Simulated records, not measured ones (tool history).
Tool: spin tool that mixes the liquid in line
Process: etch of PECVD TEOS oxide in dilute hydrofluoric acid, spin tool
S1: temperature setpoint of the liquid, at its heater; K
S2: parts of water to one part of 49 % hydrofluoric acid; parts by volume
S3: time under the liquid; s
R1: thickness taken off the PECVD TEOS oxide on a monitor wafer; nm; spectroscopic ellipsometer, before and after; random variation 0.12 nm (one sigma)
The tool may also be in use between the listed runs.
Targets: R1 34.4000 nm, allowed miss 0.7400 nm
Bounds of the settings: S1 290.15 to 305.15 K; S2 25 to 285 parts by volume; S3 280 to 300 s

run 1 hour=0.0 | S1=297.15 S2=155 S3=280 | R1=14.2800
run 2 hour=2.7 | S1=297.15 S2=180 S3=280 | R1=11.9310
run 3 hour=8.0 | S1=297.15 S2=210 S3=280 | R1=9.9214
run 4 hour=14.0 | S1=297.15 S2=235 S3=280 | R1=8.6831
run 5 hour=22.9 | S1=297.15 S2=235 S3=300 | R1=9.2839
run 6 hour=25.9 | S1=297.15 S2=215 S3=300 | R1=10.3380
run 7 hour=28.7 | S1=299.15 S2=175 S3=300 | R1=14.2960
run 8 hour=33.4 | S1=300.65 S2=140 S3=300 | R1=19.6580
run 9 hour=38.9 | S1=301.65 S2=125 S3=300 | R1=23.3870
run 10 hour=45.5 | S1=302.65 S2=115 S3=300 | R1=26.6290
-- hour=46.9 thermometer replaced
run 11 hour=46.9 | S1=305.15 S2=90 S3=300 | R1=41.4870
run 12 hour=47.6 | S1=304.65 S2=90 S3=300 | R1=40.8600
run 13 hour=53.4 | S1=304.65 S2=90 S3=300 | R1=41.0260
run 14 hour=54.6 | S1=304.15 S2=90 S3=300 | R1=40.3110
run 15 hour=60.5 | S1=303.15 S2=90 S3=300 | R1=38.5940
run 16 hour=65.8 | S1=302.15 S2=90 S3=300 | R1=37.4220
run 17 hour=67.0 | S1=301.65 S2=90 S3=300 | R1=36.7190
run 18 hour=74.6 | S1=301.15 S2=90 S3=300 | R1=35.9860
run 19 hour=81.4 | S1=300.65 S2=90 S3=300 | R1=35.3680

5 next moves are on the table. One of them brings every result within its allowed miss. Which?
run A hour=88.2 | S1=298.15 S2=80 S3=300 | R1=?
run B hour=88.2 | S1=304.65 S2=100 S3=300 | R1=?
run C hour=88.2 | S1=301.15 S2=90 S3=300 | R1=?
run D hour=88.2 | S1=296.65 S2=80 S3=300 | R1=?
run E hour=88.2 | S1=301.15 S2=85 S3=290 | R1=?

move=A R1=36.2430
move=B R1=36.2070
move=C R1=35.7550
move=D R1=34.1260
move=E R1=36.8490
A: further off than the last run
B: further off than the last run
C: further off than the last run
D: meets every target
E: further off than the last run
Move D is the one to make.
